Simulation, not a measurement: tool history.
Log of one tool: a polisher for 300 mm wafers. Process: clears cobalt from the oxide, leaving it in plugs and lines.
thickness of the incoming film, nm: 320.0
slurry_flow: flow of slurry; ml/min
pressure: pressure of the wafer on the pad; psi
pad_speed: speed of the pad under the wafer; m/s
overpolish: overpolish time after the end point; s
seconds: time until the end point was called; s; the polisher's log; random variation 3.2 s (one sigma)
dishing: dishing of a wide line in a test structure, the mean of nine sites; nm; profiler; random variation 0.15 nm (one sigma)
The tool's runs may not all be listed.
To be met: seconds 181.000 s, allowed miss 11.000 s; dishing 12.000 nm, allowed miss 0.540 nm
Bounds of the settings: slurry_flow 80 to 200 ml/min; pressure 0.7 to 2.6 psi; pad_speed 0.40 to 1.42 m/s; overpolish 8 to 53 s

run 1 hour=0.0 | slurry_flow=130 pressure=1.6 pad_speed=0.90 overpolish=27 | seconds=106.900 dishing=33.275
run 2 hour=1.3 | slurry_flow=130 pressure=1.6 pad_speed=0.90 overpolish=33 | seconds=104.260 dishing=34.476
run 3 hour=10.1 | slurry_flow=100 pressure=1.6 pad_speed=0.90 overpolish=33 | seconds=106.800 dishing=33.967
run 4 hour=18.0 | slurry_flow=100 pressure=1.9 pad_speed=0.90 overpolish=33 | seconds=93.964 dishing=34.321
run 5 hour=21.5 | slurry_flow=100 pressure=1.9 pad_speed=0.90 overpolish=38 | seconds=92.732 dishing=35.758
run 6 hour=30.0 | slurry_flow=100 pressure=1.9 pad_speed=0.90 overpolish=33 | seconds=91.930 dishing=34.467
run 7 hour=36.6 | slurry_flow=95 pressure=1.8 pad_speed=0.78 overpolish=27 | seconds=112.710 dishing=31.853
run 8 hour=44.2 | slurry_flow=90 pressure=1.7 pad_speed=0.70 overpolish=23 | seconds=135.790 dishing=28.931
run 9 hour=52.6 | slurry_flow=80 pressure=1.4 pad_speed=0.44 overpolish=10 | seconds=249.510 dishing=10.896
run 10 hour=58.9 | slurry_flow=105 pressure=1.4 pad_speed=0.44 overpolish=10 | seconds=241.050 dishing=11.374
run 11 hour=61.5 | slurry_flow=125 pressure=1.5 pad_speed=0.44 overpolish=10 | seconds=216.100 dishing=12.275
run 12 hour=64.5 | slurry_flow=90 pressure=1.9 pad_speed=0.50 overpolish=8 | seconds=167.490 dishing=12.951

4 next moves are on the table. One of them brings every result within its allowed miss. Which?
run A hour=67.5 | slurry_flow=80 pressure=1.9 pad_speed=0.48 overpolish=8 | seconds=? dishing=?
run B hour=67.5 | slurry_flow=95 pressure=1.8 pad_speed=0.56 overpolish=8 | seconds=? dishing=?
run C hour=67.5 | slurry_flow=120 pressure=1.9 pad_speed=0.50 overpolish=8 | seconds=? dishing=?
run D hour=67.5 | slurry_flow=80 pressure=1.7 pad_speed=0.60 overpolish=8 | seconds=? dishing=?

move=A seconds=181.270 dishing=12.271
move=B seconds=158.810 dishing=13.636
move=C seconds=161.230 dishing=13.479
move=D seconds=162.210 dishing=13.408
A: meets every target
B: further off than the last run
C: further off than the last run
D: further off than the last run
The right move is A.
